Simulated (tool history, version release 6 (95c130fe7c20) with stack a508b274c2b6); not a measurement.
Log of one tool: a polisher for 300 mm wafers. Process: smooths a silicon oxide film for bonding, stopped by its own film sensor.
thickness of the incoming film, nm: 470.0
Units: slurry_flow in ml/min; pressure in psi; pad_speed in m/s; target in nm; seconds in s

Run 1, day 0: slurry_flow 200 ml/min, pressure 2.6 psi, pad_speed 0.76 m/s, slurry_solids 1, target 380 nm. Result: seconds 112.01 s.
Run 2, day 0.308: slurry_flow 200 ml/min, pressure 2.2 psi, pad_speed 0.76 m/s, slurry_solids 1, target 380 nm. Result: seconds 130.04 s.
Run 3, day 0.488: slurry_flow 200 ml/min, pressure 2.2 psi, pad_speed 0.76 m/s, slurry_solids 1, target 380 nm. Result: seconds 134.2 s.
Run 4, day 0.846: slurry_flow 200 ml/min, pressure 2.4 psi, pad_speed 0.76 m/s, slurry_solids 1, target 380 nm. Result: seconds 119.98 s.
At day 0.979: head pressure recalibrated.
Run 5, day 0.979: slurry_flow 200 ml/min, pressure 2.4 psi, pad_speed 0.64 m/s, slurry_solids 1, target 380 nm. Result: seconds 124.71 s.
Run 6, day 1.038: slurry_flow 200 ml/min, pressure 2.4 psi, pad_speed 0.58 m/s, slurry_solids 1, target 380 nm. Result: seconds 133.65 s.
Run 7, day 1.321: slurry_flow 200 ml/min, pressure 2.6 psi, pad_speed 0.58 m/s, slurry_solids 1, target 380 nm. Result: seconds 124.83 s.

The next listed run, before its measurement:
Run 8, day 1.517: slurry_flow 200 ml/min, pressure 2.8 psi, pad_speed 0.58 m/s, slurry_solids 1, target 380 nm. Result: seconds ?.

Run 8 gave seconds 115.85 s.
